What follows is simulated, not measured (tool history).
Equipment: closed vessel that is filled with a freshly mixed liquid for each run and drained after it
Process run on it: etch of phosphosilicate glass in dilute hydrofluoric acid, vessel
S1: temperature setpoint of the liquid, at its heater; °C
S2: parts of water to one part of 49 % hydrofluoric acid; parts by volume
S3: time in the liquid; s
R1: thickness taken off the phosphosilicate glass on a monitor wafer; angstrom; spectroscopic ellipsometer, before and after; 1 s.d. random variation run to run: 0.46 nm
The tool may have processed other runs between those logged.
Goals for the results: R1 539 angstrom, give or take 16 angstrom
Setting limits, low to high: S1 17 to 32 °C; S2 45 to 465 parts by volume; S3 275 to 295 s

| run | day | S1 | S2 | S3 | R1 |
|---|---|---|---|---|---|
| 1 | 0 | 24 | 255 | 275 | 639.99 |
| 2 | 0.142 | 23 | 255 | 275 | 622.48 |
| 3 | 0.35 | 22 | 255 | 275 | 603.99 |
| 4 | 0.592 | 22 | 175 | 275 | 931.23 |
| 5 | 0.733 | 22 | 175 | 295 | 994.7 |
| 6 | 0.821 | 21 | 195 | 295 | 852.78 |
| 7 | 0.908 | 21 | 195 | 295 | 840.57 |
| 8 | 1.2 | 20 | 205 | 295 | 768.17 |
| 9 | 1.333 | 19.5 | 215 | 295 | 718.47 |
| 10 | 1.375 | 19 | 225 | 295 | 673.14 |
| 11 | 1.625 | 19 | 225 | 295 | 661.43 |
| 12 | 1.975 | 18.5 | 230 | 295 | 627.76 |
| 13 | 2.288 | 18 | 235 | 295 | 600.31 |
| 14 | 2.354 | 18 | 240 | 295 | 593.33 |
| 15 | 2.546 | 17.5 | 245 | 295 | 566.48 |

Which of these 4 next moves meets every target?
| A | 2.738 | 21.5 | 275 | 280 | ? |
| B | 2.738 | 17 | 215 | 275 | ? |
| C | 2.738 | 20 | 255 | 295 | ? |
| D | 2.738 | 20.5 | 250 | 295 | ? |

| move | R1 |
|---|---|
| A | 540.02 |
| B | 604.4 |
| C | 591.52 |
| D | 617.61 |
A: hits every target within its allowed miss
B: its largest miss is bigger than the last run's
C: its largest miss is bigger than the last run's
D: its largest miss is bigger than the last run's
Answer: A

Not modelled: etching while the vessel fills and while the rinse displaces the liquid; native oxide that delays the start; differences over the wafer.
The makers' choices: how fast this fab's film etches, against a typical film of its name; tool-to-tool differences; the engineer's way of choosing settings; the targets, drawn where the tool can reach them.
